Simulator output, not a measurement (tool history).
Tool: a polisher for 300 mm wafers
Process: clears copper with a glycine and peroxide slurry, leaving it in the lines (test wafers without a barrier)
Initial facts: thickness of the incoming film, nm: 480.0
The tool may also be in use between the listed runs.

run  hour  flow of slurry (ml/min)  pressure of the wafer on the pad (kPa)  speed of the pad under the wafer (cm/s)  overpolish time after the end point (s)  time until the end point was called (s)  dishing of a wide line in a test structure (angstrom)
  1   0.0                      245                                    22.8                                       80                                       15                                  101.170                                                 495.11
  2   3.9                      245                                    25.5                                       80                                       15                                   94.312                                                 545.69
  3   8.5                      240                                    23.4                                       76                                       18                                  104.450                                                 593.48
  4  15.2                      240                                    19.3                                       76                                       18                                  118.530                                                 515.86
  5  20.1                      240                                    19.3                                       66                                       18                                  126.860                                                 488.84
  6  25.5                      235                                    19.3                                       64                                       20                                  133.020                                                 529.41

Forecast run 7:
  7  27.1                      230                                    20.0                                       64                                       21                                        ?                                                      ?

Run 7 yielded time until the end point was called (s) 128.790, dishing of a wide line in a test structure (angstrom) 551.51.
